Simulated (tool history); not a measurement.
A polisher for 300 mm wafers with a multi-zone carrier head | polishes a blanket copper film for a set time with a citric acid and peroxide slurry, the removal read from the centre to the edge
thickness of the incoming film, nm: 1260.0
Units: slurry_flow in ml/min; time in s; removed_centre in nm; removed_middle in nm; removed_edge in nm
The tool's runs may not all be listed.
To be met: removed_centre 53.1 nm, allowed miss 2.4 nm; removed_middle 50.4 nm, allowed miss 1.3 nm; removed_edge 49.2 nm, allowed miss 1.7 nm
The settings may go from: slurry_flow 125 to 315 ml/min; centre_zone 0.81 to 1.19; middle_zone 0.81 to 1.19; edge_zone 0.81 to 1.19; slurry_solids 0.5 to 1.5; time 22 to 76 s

run  hour  slurry_flow  centre_zone  middle_zone  edge_zone  slurry_solids  time  removed_centre  removed_middle  removed_edge
  1     0          205            1            1          1              1    49          85.101          85.535        88.454
  2   8.4          205         1.01         0.99       0.96            0.9    44          76.352          73.787        74.312
  3  12.8          200         0.99         0.97       0.93            0.8    42          68.611          66.664        66.961
  4  18.3          200         0.98         0.96        0.9           0.75    41          63.859          62.453        63.392
  5    19          200         0.98         0.96       0.88            0.7    40          60.855          60.487        58.508
  6  19.6          200         0.98         0.96       0.92            0.7    40          62.267          59.604        61.006
  7  26.5          195         0.98         0.95        0.9           0.65    39           56.97           55.95        57.164
     32.1  -- edge zone pressure recalibrated
  8  32.1          185         0.99         0.95       0.88            0.6    39          57.267           54.63         51.94
  9  37.2          175         0.98         0.94       0.88            0.6    39          55.181          53.292        52.468
 10  44.1          165         0.98         0.94       0.88            0.6    39          53.031          52.625        51.311
 11  51.7          160         0.99         0.93       0.88            0.6    39          54.414          51.881        52.374

Which of these 4 next moves meets every target?
  A  59.3          200         0.96         1.02       0.93            0.6    36               ?               ?             ?
  B  59.3          180         0.96         0.84       0.89            0.9    34               ?               ?             ?
  C  59.3          155         0.99          0.9       0.82            0.5    42               ?               ?             ?
  D  59.3          160         0.88          0.9       0.89           0.65    41               ?               ?             ?

move  removed_centre  removed_middle  removed_edge
   A          50.843          53.532        50.235
   B          54.125          49.169        52.952
   C          53.688          50.017        49.616
   D          52.196          54.738        56.195
A: brings the result that was furthest off to its target, and leaves another outside
B: further off than the last run
C: meets every target
D: further off than the last run
Answer: C

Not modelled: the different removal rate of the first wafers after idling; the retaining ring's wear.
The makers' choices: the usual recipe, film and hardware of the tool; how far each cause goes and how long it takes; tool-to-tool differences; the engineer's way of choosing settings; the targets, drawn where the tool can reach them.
